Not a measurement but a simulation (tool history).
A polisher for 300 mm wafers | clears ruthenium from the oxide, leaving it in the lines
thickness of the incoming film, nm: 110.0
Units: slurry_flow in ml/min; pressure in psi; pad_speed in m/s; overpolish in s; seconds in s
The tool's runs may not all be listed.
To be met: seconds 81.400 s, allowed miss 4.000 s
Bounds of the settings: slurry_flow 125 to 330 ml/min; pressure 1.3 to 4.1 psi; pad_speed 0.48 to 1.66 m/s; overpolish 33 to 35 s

run  hour  slurry_flow  pressure  pad_speed  overpolish  seconds
  1   0.0          210       2.7       1.06          33   61.429
  2   3.8          210       2.6       1.06          33   63.798
  3   6.1          255       2.6       1.06          33   62.401
  4   6.9          225       2.6       1.06          33   64.318
  5  12.6          225       2.5       1.06          33   65.027
  6  16.2          225       2.5       1.06          33   63.311
  7  18.5          225       2.4       1.06          33   67.267
  8  23.6          225       2.3       1.06          33   70.687
  9  30.8          225       2.1       1.06          33   77.726

5 next moves are on the table. One of them brings every result within its allowed miss. Which?
  A  38.0          250       2.4       0.96          33        ?
  B  38.0          235       2.2       1.06          35        ?
  C  38.0          225       2.3       0.92          35        ?
  D  38.0          230       1.7       1.36          34        ?
  E  38.0          225       2.2       1.06          33        ?

move  seconds
   A   73.118
   B   72.713
   C   80.278
   D   73.215
   E   73.059
A: further off than the last run
B: further off than the last run
C: meets every target
D: further off than the last run
E: further off than the last run
Answer: C
